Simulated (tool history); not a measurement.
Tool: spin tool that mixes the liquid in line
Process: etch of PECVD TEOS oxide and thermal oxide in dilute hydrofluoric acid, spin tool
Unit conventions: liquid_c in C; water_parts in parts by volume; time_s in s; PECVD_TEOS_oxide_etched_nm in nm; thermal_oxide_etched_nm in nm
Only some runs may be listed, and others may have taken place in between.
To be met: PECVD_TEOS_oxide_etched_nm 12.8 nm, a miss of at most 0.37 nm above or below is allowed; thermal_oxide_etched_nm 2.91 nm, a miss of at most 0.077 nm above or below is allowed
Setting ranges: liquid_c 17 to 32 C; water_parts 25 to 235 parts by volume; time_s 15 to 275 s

{"run": 1, "hour": 0.0, "liquid_c": 24, "water_parts": 130, "time_s": 140, "PECVD_TEOS_oxide_etched_nm": 20.94, "thermal_oxide_etched_nm": 4.7027}
{"run": 2, "hour": 3.3, "liquid_c": 24, "water_parts": 130, "time_s": 170, "PECVD_TEOS_oxide_etched_nm": 25.259, "thermal_oxide_etched_nm": 5.7214}
{"run": 3, "hour": 10.0, "liquid_c": 22.5, "water_parts": 140, "time_s": 170, "PECVD_TEOS_oxide_etched_nm": 21.904, "thermal_oxide_etched_nm": 4.951}
{"run": 4, "hour": 17.1, "liquid_c": 21.5, "water_parts": 150, "time_s": 170, "PECVD_TEOS_oxide_etched_nm": 19.045, "thermal_oxide_etched_nm": 4.3886}
{"run": 5, "hour": 24.8, "liquid_c": 21, "water_parts": 155, "time_s": 170, "PECVD_TEOS_oxide_etched_nm": 18.267, "thermal_oxide_etched_nm": 4.1524}
{"run": 6, "hour": 25.4, "liquid_c": 20, "water_parts": 160, "time_s": 170, "PECVD_TEOS_oxide_etched_nm": 17.095, "thermal_oxide_etched_nm": 3.8661}
{"run": 7, "hour": 28.0, "liquid_c": 19.5, "water_parts": 165, "time_s": 170, "PECVD_TEOS_oxide_etched_nm": 16.16, "thermal_oxide_etched_nm": 3.6188}
{"run": 8, "hour": 35.7, "liquid_c": 19, "water_parts": 170, "time_s": 170, "PECVD_TEOS_oxide_etched_nm": 15.132, "thermal_oxide_etched_nm": 3.4511}
{"run": 9, "hour": 37.9, "liquid_c": 18.5, "water_parts": 175, "time_s": 170, "PECVD_TEOS_oxide_etched_nm": 14.566, "thermal_oxide_etched_nm": 3.2699}
{"run": 10, "hour": 40.5, "liquid_c": 18, "water_parts": 180, "time_s": 170, "PECVD_TEOS_oxide_etched_nm": 13.656, "thermal_oxide_etched_nm": 3.0998}

Pick the move, out of 4, that brings all results within their allowed miss; only one does.
{"run": "A", "hour": 43.1, "liquid_c": 20, "water_parts": 180, "time_s": 160, "PECVD_TEOS_oxide_etched_nm": "?", "thermal_oxide_etched_nm": "?"}
{"run": "B", "hour": 43.1, "liquid_c": 17, "water_parts": 40, "time_s": 35, "PECVD_TEOS_oxide_etched_nm": "?", "thermal_oxide_etched_nm": "?"}
{"run": "C", "hour": 43.1, "liquid_c": 19.5, "water_parts": 135, "time_s": 115, "PECVD_TEOS_oxide_etched_nm": "?", "thermal_oxide_etched_nm": "?"}
{"run": "D", "hour": 43.1, "liquid_c": 17.5, "water_parts": 200, "time_s": 185, "PECVD_TEOS_oxide_etched_nm": "?", "thermal_oxide_etched_nm": "?"}

move=A PECVD_TEOS_oxide_etched_nm=13.839 thermal_oxide_etched_nm=3.184
move=B PECVD_TEOS_oxide_etched_nm=13.964 thermal_oxide_etched_nm=3.2129
move=C PECVD_TEOS_oxide_etched_nm=13.616 thermal_oxide_etched_nm=3.1327
move=D PECVD_TEOS_oxide_etched_nm=12.802 thermal_oxide_etched_nm=2.9455
A: the biggest miss grows against the last run
B: the biggest miss grows against the last run
C: the biggest miss grows against the last run
D: in spec on every target
Move D is the one to make.
